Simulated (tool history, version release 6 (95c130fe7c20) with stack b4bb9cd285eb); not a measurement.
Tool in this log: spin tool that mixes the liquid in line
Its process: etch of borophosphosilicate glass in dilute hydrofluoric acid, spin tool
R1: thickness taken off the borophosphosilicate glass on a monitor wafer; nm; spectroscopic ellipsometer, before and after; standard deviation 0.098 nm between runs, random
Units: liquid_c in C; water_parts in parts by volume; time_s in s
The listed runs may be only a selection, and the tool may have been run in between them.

{"run": 1, "hour": 0.0, "liquid_c": 23, "water_parts": 165, "time_s": 45, "R1": 10.309}
{"run": 2, "hour": 3.7, "liquid_c": 21.5, "water_parts": 165, "time_s": 45, "R1": 9.6844}
{"run": 3, "hour": 5.9, "liquid_c": 21.5, "water_parts": 135, "time_s": 45, "R1": 12.042}
{"run": 4, "hour": 10.5, "liquid_c": 21.5, "water_parts": 135, "time_s": 50, "R1": 13.515}
{"run": 5, "hour": 13.3, "liquid_c": 20.5, "water_parts": 135, "time_s": 50, "R1": 12.97}
{"run": 6, "hour": 18.7, "liquid_c": 18, "water_parts": 135, "time_s": 50, "R1": 11.658}

Predict the results of run 7:
{"hour": 20.6, "done": "hydrofluoric acid flow meter replaced"}
{"run": 7, "hour": 20.6, "liquid_c": 17.5, "water_parts": 135, "time_s": 50, "R1": "?"}

For run 7 the tool returned R1 10.051 nm.
